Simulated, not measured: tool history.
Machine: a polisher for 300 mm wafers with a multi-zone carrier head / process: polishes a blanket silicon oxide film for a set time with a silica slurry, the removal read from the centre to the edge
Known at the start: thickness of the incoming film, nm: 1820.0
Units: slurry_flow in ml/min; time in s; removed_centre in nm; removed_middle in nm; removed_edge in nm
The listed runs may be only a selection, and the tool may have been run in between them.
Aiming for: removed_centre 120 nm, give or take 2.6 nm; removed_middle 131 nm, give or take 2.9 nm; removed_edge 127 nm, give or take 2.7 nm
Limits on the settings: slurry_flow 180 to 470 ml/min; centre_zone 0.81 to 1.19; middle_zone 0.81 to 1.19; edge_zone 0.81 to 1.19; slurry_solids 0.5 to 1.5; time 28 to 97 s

run 1 hour=0 | slurry_flow=300 centre_zone=1 middle_zone=1 edge_zone=1 slurry_solids=1 time=62 | removed_centre=156.85 removed_middle=156.46 removed_edge=156.87
run 2 hour=8.8 | slurry_flow=290 centre_zone=0.97 middle_zone=0.99 edge_zone=0.96 slurry_solids=0.95 time=62 | removed_centre=152.64 removed_middle=153.76 removed_edge=153.22
run 3 hour=15.7 | slurry_flow=290 centre_zone=0.94 middle_zone=0.99 edge_zone=0.94 slurry_solids=0.85 time=62 | removed_centre=137.29 removed_middle=144.72 removed_edge=144.08
run 4 hour=23.1 | slurry_flow=290 centre_zone=0.94 middle_zone=0.99 edge_zone=0.94 slurry_solids=1.05 time=62 | removed_centre=152.91 removed_middle=159.16 removed_edge=160.41
run 5 hour=25.5 | slurry_flow=290 centre_zone=0.93 middle_zone=0.99 edge_zone=0.92 slurry_solids=0.95 time=62 | removed_centre=143.4 removed_middle=152.68 removed_edge=152.11
run 6 hour=27.7 | slurry_flow=230 centre_zone=0.93 middle_zone=0.99 edge_zone=0.92 slurry_solids=0.95 time=62 | removed_centre=140.58 removed_middle=149.91 removed_edge=149.75
run 7 hour=30.7 | slurry_flow=235 centre_zone=0.93 middle_zone=0.99 edge_zone=0.91 slurry_solids=0.9 time=62 | removed_centre=137.49 removed_middle=147.76 removed_edge=145.15
run 8 hour=33.9 | slurry_flow=230 centre_zone=0.92 middle_zone=0.98 edge_zone=0.89 slurry_solids=0.85 time=62 | removed_centre=130.36 removed_middle=142.52 removed_edge=140.06
run 9 hour=40.3 | slurry_flow=230 centre_zone=0.92 middle_zone=0.97 edge_zone=0.87 slurry_solids=0.8 time=62 | removed_centre=128.89 removed_middle=135.51 removed_edge=134.05
run 10 hour=43.9 | slurry_flow=225 centre_zone=0.91 middle_zone=0.97 edge_zone=0.86 slurry_solids=0.8 time=62 | removed_centre=125.72 removed_middle=136.04 removed_edge=132.52
run 11 hour=50.4 | slurry_flow=220 centre_zone=0.9 middle_zone=0.96 edge_zone=0.85 slurry_solids=0.8 time=62 | removed_centre=125.24 removed_middle=134.29 removed_edge=133.79
run 12 hour=54.7 | slurry_flow=220 centre_zone=0.9 middle_zone=0.96 edge_zone=0.85 slurry_solids=0.8 time=62 | removed_centre=125.52 removed_middle=133.53 removed_edge=134.43
run 13 hour=55.4 | slurry_flow=215 centre_zone=0.9 middle_zone=0.96 edge_zone=0.84 slurry_solids=0.8 time=62 | removed_centre=126.48 removed_middle=136.58 removed_edge=133.88
run 14 hour=57.4 | slurry_flow=215 centre_zone=0.9 middle_zone=0.96 edge_zone=0.83 slurry_solids=0.8 time=62 | removed_centre=124.86 removed_middle=134.52 removed_edge=131.78

Exercise: of the 4 proposed moves below, exactly one satisfies all targets within the stated allowed misses. Which move is it?
run A hour=59.4 | slurry_flow=265 centre_zone=0.9 middle_zone=1.02 edge_zone=0.84 slurry_solids=0.9 time=56 | removed_centre=? removed_middle=? removed_edge=?
run B hour=59.4 | slurry_flow=180 centre_zone=0.89 middle_zone=0.93 edge_zone=0.86 slurry_solids=0.8 time=65 | removed_centre=? removed_middle=? removed_edge=?
run C hour=59.4 | slurry_flow=200 centre_zone=0.9 middle_zone=0.97 edge_zone=0.82 slurry_solids=0.65 time=67 | removed_centre=? removed_middle=? removed_edge=?
run D hour=59.4 | slurry_flow=200 centre_zone=0.9 middle_zone=0.97 edge_zone=0.84 slurry_solids=0.7 time=67 | removed_centre=? removed_middle=? removed_edge=?

move=A removed_centre=122.4 removed_middle=135.62 removed_edge=128.72
move=B removed_centre=127.66 removed_middle=135.83 removed_edge=138.59
move=C removed_centre=120.75 removed_middle=130.12 removed_edge=127.35
move=D removed_centre=125.66 removed_middle=135.41 removed_edge=133.41
A: corrects the largest miss of the last run, while another result sits out of spec
B: the biggest miss grows against the last run
C: meets every target
D: the biggest miss grows against the last run
Answer: C
